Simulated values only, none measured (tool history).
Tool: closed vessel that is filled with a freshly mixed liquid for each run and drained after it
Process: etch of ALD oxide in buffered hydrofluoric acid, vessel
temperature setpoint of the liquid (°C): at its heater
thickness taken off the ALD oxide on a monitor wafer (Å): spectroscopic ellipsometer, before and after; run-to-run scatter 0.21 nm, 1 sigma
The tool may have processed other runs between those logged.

run,day,temperature setpoint of the liquid (°C),parts of 40 % ammonium fluoride to one part of 49 % hydrofluoric acid (parts by volume),time in the liquid (s),thickness taken off the ALD oxide on a monitor wafer (Å)
1,0.000,20.0,17.5,95,666.76
2,0.100,19.0,19.0,95,577.88
3,0.462,19.0,19.0,105,643.80
4,0.733,19.0,21.5,105,582.86
5,1.004,19.0,23.5,105,544.36
6,1.304,18.5,24.5,105,516.30
7,1.529,18.0,25.5,105,486.84

What does the tool deliver on the next run?
8,1.825,17.5,26.0,105,?

{"run 8": {"thickness taken off the ALD oxide on a monitor wafer (Å)": 468.34}}

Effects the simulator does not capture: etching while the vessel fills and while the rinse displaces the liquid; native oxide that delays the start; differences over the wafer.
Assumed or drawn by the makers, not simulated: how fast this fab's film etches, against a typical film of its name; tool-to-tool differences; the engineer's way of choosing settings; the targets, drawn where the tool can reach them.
